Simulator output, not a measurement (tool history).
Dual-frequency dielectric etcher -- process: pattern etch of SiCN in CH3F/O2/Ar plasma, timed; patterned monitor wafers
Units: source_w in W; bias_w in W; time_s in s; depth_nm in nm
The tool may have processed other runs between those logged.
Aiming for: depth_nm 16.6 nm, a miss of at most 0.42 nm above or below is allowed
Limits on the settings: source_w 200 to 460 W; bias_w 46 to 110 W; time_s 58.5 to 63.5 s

run 1 day=0 | source_w=330 bias_w=78 time_s=63.5 | depth_nm=19.978
run 2 day=0.083 | source_w=330 bias_w=92 time_s=63.5 | depth_nm=21.344
run 3 day=0.112 | source_w=310 bias_w=92 time_s=63.5 | depth_nm=21.23
run 4 day=0.354 | source_w=330 bias_w=92 time_s=63.5 | depth_nm=21.735
run 5 day=0.517 | source_w=310 bias_w=86 time_s=63 | depth_nm=20.158
run 6 day=0.621 | source_w=290 bias_w=83 time_s=62.5 | depth_nm=19.113
-- day=0.829 wet clean of the chamber
run 7 day=0.829 | source_w=270 bias_w=82 time_s=62.5 | depth_nm=19.461
run 8 day=1.167 | source_w=270 bias_w=77 time_s=62 | depth_nm=18.869
run 9 day=1.296 | source_w=260 bias_w=73 time_s=61.5 | depth_nm=17.858
run 10 day=1.529 | source_w=210 bias_w=70 time_s=61.5 | depth_nm=15.916

Which single option among these 5 for the next run brings every result within its allowed miss of target? Just one does.
run A day=1.762 | source_w=200 bias_w=65 time_s=60.5 | depth_nm=?
run B day=1.762 | source_w=200 bias_w=67 time_s=63 | depth_nm=?
run C day=1.762 | source_w=200 bias_w=76 time_s=63.5 | depth_nm=?
run D day=1.762 | source_w=200 bias_w=63 time_s=62 | depth_nm=?
run E day=1.762 | source_w=200 bias_w=76 time_s=60.5 | depth_nm=?

move=A depth_nm=14.924
move=B depth_nm=15.732
move=C depth_nm=16.689
move=D depth_nm=15.104
move=E depth_nm=15.9
A: further off than the last run
B: further off than the last run
C: in spec on every target
D: further off than the last run
E: no better and no worse than the last run
C meets every target.
